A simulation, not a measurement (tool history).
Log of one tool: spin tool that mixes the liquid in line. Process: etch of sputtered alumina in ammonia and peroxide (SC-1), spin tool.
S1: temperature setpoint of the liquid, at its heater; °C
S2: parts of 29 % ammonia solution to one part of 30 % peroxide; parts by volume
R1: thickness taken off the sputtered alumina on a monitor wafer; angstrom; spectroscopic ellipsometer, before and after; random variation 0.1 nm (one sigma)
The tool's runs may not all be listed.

Run 1, hour 0: S1 53 °C, S2 0.95 parts by volume, time under the liquid (s) 265. Result: R1 162.46 angstrom.
Run 2, hour 7.8: S1 56 °C, S2 0.95 parts by volume, time under the liquid (s) 265. Result: R1 195.34 angstrom.
Run 3, hour 14.3: S1 56 °C, S2 0.95 parts by volume, time under the liquid (s) 265. Result: R1 188.21 angstrom.
Run 4, hour 21.7: S1 50 °C, S2 0.95 parts by volume, time under the liquid (s) 265. Result: R1 138.41 angstrom.
Run 5, hour 25.7: S1 56 °C, S2 0.95 parts by volume, time under the liquid (s) 265. Result: R1 188.27 angstrom.
Run 6, hour 29.6: S1 56 °C, S2 1.2 parts by volume, time under the liquid (s) 265. Result: R1 194.24 angstrom.
Run 7, hour 34.7: S1 56 °C, S2 1.2 parts by volume, time under the liquid (s) 265. Result: R1 197.55 angstrom.
Run 8, hour 40.3: S1 53 °C, S2 1.2 parts by volume, time under the liquid (s) 265. Result: R1 167.45 angstrom.

Run 9 comes next. What will it give?
Run 9, hour 46.7: S1 51 °C, S2 1.2 parts by volume, time under the liquid (s) 265. Result: R1 ?.

{"run 9": {"R1": 149.09}}
